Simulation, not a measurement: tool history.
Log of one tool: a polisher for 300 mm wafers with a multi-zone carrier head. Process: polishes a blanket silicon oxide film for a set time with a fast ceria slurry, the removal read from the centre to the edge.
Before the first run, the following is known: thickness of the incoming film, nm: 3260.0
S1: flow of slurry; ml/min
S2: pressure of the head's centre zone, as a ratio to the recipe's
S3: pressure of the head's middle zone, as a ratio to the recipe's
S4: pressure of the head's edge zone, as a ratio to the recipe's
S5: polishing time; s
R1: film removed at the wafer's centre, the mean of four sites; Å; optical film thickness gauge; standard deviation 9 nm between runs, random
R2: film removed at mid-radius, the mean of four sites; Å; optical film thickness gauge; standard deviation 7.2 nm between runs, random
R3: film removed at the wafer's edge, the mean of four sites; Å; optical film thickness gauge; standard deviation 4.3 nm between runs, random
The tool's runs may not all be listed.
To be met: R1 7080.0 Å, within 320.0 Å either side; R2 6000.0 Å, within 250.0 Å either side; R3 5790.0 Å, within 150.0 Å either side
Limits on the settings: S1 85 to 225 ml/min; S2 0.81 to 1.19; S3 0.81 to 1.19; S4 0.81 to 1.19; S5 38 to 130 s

run	hour	S1	S2	S3	S4	S5	R1	R2	R3
1	0.0	145	1.00	1.00	1.00	84	9097.8	8869.2	8966.3
2	6.6	125	1.00	1.00	1.00	84	8529.3	8781.3	8699.5
3	8.0	125	0.95	1.00	1.00	84	8024.0	8556.2	8635.2
4	12.0	125	0.97	0.99	0.98	80	8000.8	8369.7	8203.1
5	16.8	160	0.97	0.99	0.98	80	8552.0	8727.5	8546.3
6	20.0	180	0.97	0.99	0.98	80	8578.7	8951.7	8677.3
7	22.5	140	1.07	0.91	0.88	57	6383.1	5835.5	5630.3
8	25.3	145	1.08	0.91	0.88	57	6538.0	5738.1	5704.1
9	26.3	150	1.09	0.91	0.88	57	6648.9	5792.0	5741.7

Below are 4 possible settings for the next run. Only one of them brings all results inside the allowed miss of their targets. Which is it?
A	27.3	140	1.03	0.96	0.83	59	?	?	?
B	27.3	175	1.05	0.86	0.94	53	?	?	?
C	27.3	105	1.16	0.93	0.82	63	?	?	?
D	27.3	125	1.08	0.87	0.89	57	?	?	?

move	R1	R2	R3
A	6475.3	6220.9	5771.5
B	6231.1	5492.4	5670.4
C	7136.1	6035.3	5811.7
D	6358.9	5532.6	5648.4
A: lands further from the targets than the last run did
B: lands further from the targets than the last run did
C: every result lands within tolerance
D: lands further from the targets than the last run did
The right move is C.
